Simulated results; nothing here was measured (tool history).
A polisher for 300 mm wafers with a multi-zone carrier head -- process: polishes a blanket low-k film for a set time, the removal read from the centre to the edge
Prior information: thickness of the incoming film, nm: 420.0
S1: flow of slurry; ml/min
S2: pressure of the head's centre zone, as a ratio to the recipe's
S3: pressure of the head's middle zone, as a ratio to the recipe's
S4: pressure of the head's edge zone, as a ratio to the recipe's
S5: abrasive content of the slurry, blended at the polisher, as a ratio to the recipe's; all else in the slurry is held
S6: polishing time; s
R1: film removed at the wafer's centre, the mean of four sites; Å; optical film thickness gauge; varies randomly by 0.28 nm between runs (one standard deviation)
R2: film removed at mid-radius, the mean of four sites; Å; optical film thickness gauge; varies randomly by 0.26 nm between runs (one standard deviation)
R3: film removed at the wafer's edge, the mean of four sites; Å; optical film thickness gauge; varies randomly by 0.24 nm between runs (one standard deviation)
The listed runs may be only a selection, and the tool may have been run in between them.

{"run": 1, "hour": 0.0, "S1": 160, "S2": 1, "S3": 1, "S4": 1, "S5": 1, "S6": 36, "R1": 148.35, "R2": 150.69, "R3": 152.39}
{"run": 2, "hour": 5.9, "S1": 180, "S2": 1, "S3": 1, "S4": 1, "S5": 1, "S6": 36, "R1": 152.02, "R2": 154.22, "R3": 156.44}
{"run": 3, "hour": 7.6, "S1": 190, "S2": 1.03, "S3": 1.03, "S4": 1.01, "S5": 1.05, "S6": 36, "R1": 162.13, "R2": 159.24, "R3": 158.58}
{"run": 4, "hour": 16.2, "S1": 190, "S2": 1.03, "S3": 1.03, "S4": 1.01, "S5": 1.05, "S6": 32, "R1": 143.31, "R2": 143.12, "R3": 138.58}
{"run": 5, "hour": 21.8, "S1": 195, "S2": 1.04, "S3": 1.04, "S4": 1.01, "S5": 1.15, "S6": 33, "R1": 156.45, "R2": 153.9, "R3": 151.76}
{"run": 6, "hour": 25.1, "S1": 195, "S2": 1.04, "S3": 1.04, "S4": 0.94, "S5": 1.15, "S6": 33, "R1": 155.89, "R2": 153.68, "R3": 145.23}
{"run": 7, "hour": 27.0, "S1": 200, "S2": 1.05, "S3": 1.06, "S4": 0.95, "S5": 1.25, "S6": 33, "R1": 163.75, "R2": 160.79, "R3": 152.53}
{"run": 8, "hour": 33.7, "S1": 205, "S2": 1.06, "S3": 1.08, "S4": 0.96, "S5": 1.3, "S6": 34, "R1": 173.12, "R2": 172.23, "R3": 159.12}
{"run": 9, "hour": 35.5, "S1": 205, "S2": 1.07, "S3": 1.08, "S4": 0.97, "S5": 1.35, "S6": 34, "R1": 181.54, "R2": 173.1, "R3": 164.72}
{"run": 10, "hour": 41.5, "S1": 205, "S2": 1.07, "S3": 1.08, "S4": 0.97, "S5": 1.35, "S6": 34, "R1": 178.51, "R2": 169.73, "R3": 162.35}

Run 11, settings as shown, results not yet in. Your forecast:
{"run": 11, "hour": 50.4, "S1": 210, "S2": 1.07, "S3": 1.09, "S4": 0.97, "S5": 1.4, "S6": 35, "R1": "?", "R2": "?", "R3": "?"}

Run 11 yielded R1 189.07 Å, R2 185.01 Å, R3 172.09 Å.
